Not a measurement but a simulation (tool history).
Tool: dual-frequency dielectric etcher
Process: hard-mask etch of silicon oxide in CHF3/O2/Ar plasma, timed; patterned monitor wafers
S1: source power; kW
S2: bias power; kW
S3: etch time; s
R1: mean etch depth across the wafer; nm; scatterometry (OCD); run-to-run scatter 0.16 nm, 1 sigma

| run | hour | S1 | S2 | S3 | R1 |
|---|---|---|---|---|---|
| 1 | 0.0 | 0.870 | 0.234 | 22.0 | 54.117 |
| 2 | 6.7 | 0.870 | 0.205 | 22.0 | 51.394 |
| 3 | 13.0 | 0.870 | 0.240 | 22.0 | 54.686 |
| 4 | 18.7 | 0.780 | 0.211 | 21.5 | 48.312 |
| 5 | 27.6 | 0.700 | 0.203 | 21.5 | 45.077 |
| 6 | 30.7 | 0.650 | 0.201 | 21.5 | 43.576 |

Run 7 comes next. What will it give?
| 7 | 32.6 | 0.610 | 0.200 | 21.5 | ? |

{"run 7": {"R1": 41.8}}
